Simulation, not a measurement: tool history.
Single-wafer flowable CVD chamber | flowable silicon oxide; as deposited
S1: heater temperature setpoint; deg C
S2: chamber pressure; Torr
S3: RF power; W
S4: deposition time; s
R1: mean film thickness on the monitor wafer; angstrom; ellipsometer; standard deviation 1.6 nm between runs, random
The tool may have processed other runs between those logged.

run,day,S1,S2,S3,S4,R1
1,0,105,0.754,1520,700,3187.5
2,0.262,105,0.754,1520,723,3344.6
3,0.408,106,0.754,1520,723,3209.2
4,0.675,106,0.754,1440,723,3147.8
5,1.05,107,0.754,1440,723,3057.6
6,1.225,109,0.754,1440,723,2895.2

What will run 7 give?
7,1.508,110,0.754,1440,723,?

{"run 7": {"R1": 2816}}
